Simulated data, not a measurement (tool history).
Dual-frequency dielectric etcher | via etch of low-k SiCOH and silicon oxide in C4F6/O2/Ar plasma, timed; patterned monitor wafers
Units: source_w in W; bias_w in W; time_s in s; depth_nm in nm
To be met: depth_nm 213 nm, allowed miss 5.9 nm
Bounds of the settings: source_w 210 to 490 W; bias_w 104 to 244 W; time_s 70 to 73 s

run,hour,source_w,bias_w,time_s,depth_nm
1,0,350,174,70,183.84
2,6.7,350,174,70,183.53
3,11.5,350,190,70,188.99
4,15.6,370,193,70,193.06
5,22.3,350,193,70,188.83
6,31.2,410,193,70,200.47
7,35.4,420,195,70,202.54
8,40.9,430,197,70,205.24

5 next moves are on the table. One of them brings every result within its allowed miss. Which?
A,46.4,460,185,73,?
B,46.4,400,180,70.5,?
C,46.4,400,196,70,?
D,46.4,360,203,72,?
E,46.4,340,222,70,?

move,depth_nm
A,215.94
B,196.77
C,200.47
D,200.87
E,196.92
A: meets every target
B: further off than the last run
C: further off than the last run
D: further off than the last run
E: further off than the last run
Move A is the one to make.
